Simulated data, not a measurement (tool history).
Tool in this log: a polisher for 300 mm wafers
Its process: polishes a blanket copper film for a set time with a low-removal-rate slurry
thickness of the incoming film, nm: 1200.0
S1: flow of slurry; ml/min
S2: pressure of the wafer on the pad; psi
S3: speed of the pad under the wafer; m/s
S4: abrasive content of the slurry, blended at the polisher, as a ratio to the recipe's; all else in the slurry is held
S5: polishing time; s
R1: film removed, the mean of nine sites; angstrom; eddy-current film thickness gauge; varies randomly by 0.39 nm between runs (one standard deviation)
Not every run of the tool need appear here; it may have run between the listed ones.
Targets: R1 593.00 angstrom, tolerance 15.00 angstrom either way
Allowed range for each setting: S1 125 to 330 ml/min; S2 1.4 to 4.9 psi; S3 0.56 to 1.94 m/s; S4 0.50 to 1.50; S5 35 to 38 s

run  hour   S1   S2    S3    S4  S5       R1
  1   0.0  210  3.1  1.24  1.00  38  1233.00
  2   0.7  210  3.6  1.24  1.00  38  1449.10
  3   2.7  205  3.3  1.22  1.00  38  1289.20
  4   4.6  205  4.0  1.22  1.00  38  1540.40
  5   8.9  200  3.6  1.18  1.00  38  1360.30
  6  14.3  245  3.6  1.18  1.00  38  1376.40
  7  16.9  245  2.7  0.98  1.00  38   902.53
  8  17.4  245  2.5  0.98  1.00  38   845.84
  9  25.3  245  2.3  0.98  1.00  38   777.26
 10  31.3  245  2.2  0.98  1.00  38   746.34
 11  33.5  240  2.1  0.98  1.00  38   715.51
 12  37.7  230  2.0  0.98  1.00  38   678.45
 13  44.5  220  2.0  0.98  1.00  38   671.80
 14  49.2  210  2.0  0.98  1.00  38   666.29
 15  55.7  200  2.0  0.98  1.00  38   658.83
 16  62.1  190  2.0  0.98  1.00  38   659.48
 17  67.2  185  2.0  0.98  1.00  38   650.86

Which single option among these 5 for the next run brings every result within its allowed miss of target? Just one does.
  A  72.3  215  1.9  1.00  0.95  35   ?
  B  72.3  220  2.4  0.82  1.10  38   ?
  C  72.3  185  1.8  0.98  0.90  36   ?
  D  72.3  235  1.6  1.22  0.85  37   ?
  E  72.3  160  2.3  0.84  0.95  38   ?

move      R1
   A  595.92
   B  709.22
   C  556.23
   D  627.41
   E  645.63
A: every result within its allowed miss
B: further off than the last run
C: takes the biggest miss from the last run beyond its target
D: better than the last run, though not everything is in spec
E: better than the last run, though not everything is in spec
A meets every target.
